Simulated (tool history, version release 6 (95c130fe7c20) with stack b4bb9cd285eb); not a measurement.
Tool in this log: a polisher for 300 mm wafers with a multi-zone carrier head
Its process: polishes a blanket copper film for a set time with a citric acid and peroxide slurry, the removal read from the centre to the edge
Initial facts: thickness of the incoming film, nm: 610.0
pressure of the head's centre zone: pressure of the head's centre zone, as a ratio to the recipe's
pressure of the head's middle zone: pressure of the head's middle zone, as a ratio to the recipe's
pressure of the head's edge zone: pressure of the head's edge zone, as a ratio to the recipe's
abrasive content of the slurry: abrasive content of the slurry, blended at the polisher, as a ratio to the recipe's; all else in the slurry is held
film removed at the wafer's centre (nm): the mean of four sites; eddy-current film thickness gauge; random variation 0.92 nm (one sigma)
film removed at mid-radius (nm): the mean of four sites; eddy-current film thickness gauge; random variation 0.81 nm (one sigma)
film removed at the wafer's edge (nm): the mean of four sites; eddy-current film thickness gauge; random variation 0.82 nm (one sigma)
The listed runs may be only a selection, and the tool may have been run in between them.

run,day,flow of slurry (ml/min),pressure of the head's centre zone,pressure of the head's middle zone,pressure of the head's edge zone,abrasive content of the slurry,polishing time (s),film removed at the wafer's centre (nm),film removed at mid-radius (nm),film removed at the wafer's edge (nm)
1,0,135,1,1,1,1,39,67.852,68.879,72.342
2,0.192,135,1,0.93,1,1,39,67.395,65.485,71.511
3,0.333,135,1,0.93,1,0.9,39,66.389,63.328,69.518
4,0.529,150,1,1,1.04,1.1,40,74.116,73.072,78.06
5,0.583,155,0.97,1.05,1.05,1.2,41,75.618,82.577,81.425
6,0.912,155,0.96,1.06,1.09,1.3,42,77.434,86.675,87.252
7,1.183,160,0.96,1.08,1.12,1.35,43,80.72,92.7,90.829
8,1.296,165,0.95,1.08,1.14,1.4,44,83.918,93.616,95.852

What will run 9 give?
9,1.504,170,0.94,1.1,1.15,1.45,44,?,?,?

Run 9 came out at film removed at the wafer's centre (nm) 84.006, film removed at mid-radius (nm) 98.197, film removed at the wafer's edge (nm) 96.825.
